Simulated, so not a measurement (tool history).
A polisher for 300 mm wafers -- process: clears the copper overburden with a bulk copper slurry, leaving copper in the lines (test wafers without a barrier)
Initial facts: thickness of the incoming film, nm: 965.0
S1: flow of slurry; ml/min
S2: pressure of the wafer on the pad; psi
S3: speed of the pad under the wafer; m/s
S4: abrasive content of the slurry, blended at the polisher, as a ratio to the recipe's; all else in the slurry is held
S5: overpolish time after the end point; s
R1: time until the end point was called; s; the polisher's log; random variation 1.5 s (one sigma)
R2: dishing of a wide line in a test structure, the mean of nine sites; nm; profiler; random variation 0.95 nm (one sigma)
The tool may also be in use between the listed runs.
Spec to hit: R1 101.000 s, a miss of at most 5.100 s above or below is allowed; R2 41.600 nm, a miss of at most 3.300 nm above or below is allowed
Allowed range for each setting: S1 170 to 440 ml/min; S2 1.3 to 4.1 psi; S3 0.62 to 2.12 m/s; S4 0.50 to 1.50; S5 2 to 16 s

run    day   S1   S2    S3    S4  S5       R1      R2
  1  0.000  280  2.7  1.36  1.00   8   69.809  59.400
  2  0.062  280  2.5  1.36  1.00   8   74.522  58.998
  3  0.133  280  2.5  1.36  1.00   6   76.312  46.316
  4  0.250  280  2.5  1.36  1.15   6   72.816  48.759
  5  0.333  280  2.5  1.36  1.15   2   72.917  18.141
  6  0.567  285  2.2  1.38  1.15   3   82.086  24.189
  7  0.733  285  2.0  1.42  1.15   4   87.652  28.968
  8  1.012  285  2.0  1.42  1.15   4   89.980  29.403
  9  1.067  285  1.9  1.44  1.15   4   93.161  28.032
 10  1.112  285  1.8  1.46  1.15   5   94.318  32.792
 11  1.233  285  1.7  1.46  1.15   6  102.050  36.471

Consider the 5 candidate settings below. Which is the only one whose results all fall within their allowed miss of target?
  A  1.354  270  1.6  1.56  1.30   9   ?   ?
  B  1.354  315  1.5  1.58  1.15   8   ?   ?
  C  1.354  250  1.3  1.78  1.25   7   ?   ?
  D  1.354  305  1.8  1.40  1.10   7   ?   ?
  E  1.354  285  1.7  1.18  1.10   8   ?   ?

move       R1      R2
   A  101.430  48.156
   B  107.880  42.111
   C  114.680  35.890
   D   98.658  41.616
   E  115.720  40.569
A: moves the result that the last run missed by most past its target, out the other side
B: brings the last run's worst result on target, with another outside its allowed miss
C: lands further from the targets than the last run did
D: all results in spec
E: brings the last run's worst result on target, with another outside its allowed miss
Move D is the one to make.
